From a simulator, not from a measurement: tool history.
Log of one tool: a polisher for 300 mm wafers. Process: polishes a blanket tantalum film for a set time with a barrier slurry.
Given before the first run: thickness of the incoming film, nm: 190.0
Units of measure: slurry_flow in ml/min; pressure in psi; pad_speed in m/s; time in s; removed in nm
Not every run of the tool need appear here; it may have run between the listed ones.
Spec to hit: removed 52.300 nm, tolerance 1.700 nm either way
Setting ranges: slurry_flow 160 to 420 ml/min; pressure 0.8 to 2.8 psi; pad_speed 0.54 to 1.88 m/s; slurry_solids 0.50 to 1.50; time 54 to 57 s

run	hour	slurry_flow	pressure	pad_speed	slurry_solids	time	removed
1	0.0	270	1.8	1.20	1.00	54	84.609
2	9.0	270	1.6	1.20	1.00	54	77.303
3	10.7	270	1.6	1.20	1.10	54	78.077
4	11.3	270	1.6	1.20	1.25	54	80.513
5	12.5	270	1.6	1.20	1.25	57	84.223
6	17.5	235	1.6	1.20	1.25	57	83.105
7	24.3	235	1.6	1.20	1.25	57	83.745
8	27.0	230	1.4	1.18	1.25	57	71.374
# hour 30.7: slurry nozzle cleaned
9	30.7	220	1.3	1.18	1.25	57	71.819
10	38.8	220	1.2	1.14	1.25	57	65.155
11	46.1	215	1.1	1.14	1.25	57	59.019

Exactly one of the 5 candidate moves below puts every result within its allowed miss. Which one?
A	53.4	195	1.1	1.06	1.25	55	?
B	53.4	160	0.8	1.28	1.50	57	?
C	53.4	165	1.4	0.96	1.30	57	?
D	53.4	200	1.2	1.06	1.30	55	?
E	53.4	275	1.2	0.94	1.35	57	?

move	removed
A	53.268
B	49.294
C	61.903
D	58.648
E	56.913
A: all results in spec
B: moves the result that the last run missed by most past its target, out the other side
C: its largest miss is bigger than the last run's
D: gains on the last run, yet a result remains outside its allowed miss
E: gains on the last run, yet a result remains outside its allowed miss
So the answer is move A, the one that meets all the targets.
